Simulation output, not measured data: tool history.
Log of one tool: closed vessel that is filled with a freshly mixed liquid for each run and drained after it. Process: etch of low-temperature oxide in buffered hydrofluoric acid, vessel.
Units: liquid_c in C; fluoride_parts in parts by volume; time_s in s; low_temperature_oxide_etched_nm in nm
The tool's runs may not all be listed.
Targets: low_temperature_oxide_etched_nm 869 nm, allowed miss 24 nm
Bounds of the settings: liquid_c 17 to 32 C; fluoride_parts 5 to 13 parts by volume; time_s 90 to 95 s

run,hour,liquid_c,fluoride_parts,time_s,low_temperature_oxide_etched_nm
1,0,24,8,90,624.57
2,7.4,24,8,90,624.78
3,12.8,26,8,90,705.39
4,20.7,24.5,8,90,652.18
5,23.3,26,8,90,708.45
6,27.6,27,8,90,740.61
7,33.5,28,8,90,781.35
8,35.5,28.5,8,90,810.25
9,44.4,29,8,90,824.05

Which of these 4 next moves meets every target?
A,53.3,29,8,95,?
B,53.3,27.5,7,95,?
C,53.3,24,7,95,?
D,53.3,28.5,7,90,?

move,low_temperature_oxide_etched_nm
A,869.74
B,927.85
C,768.54
D,926.89
A: meets every target
B: takes the result that was furthest off past its target
C: further off than the last run
D: takes the result that was furthest off past its target
The right move is A.
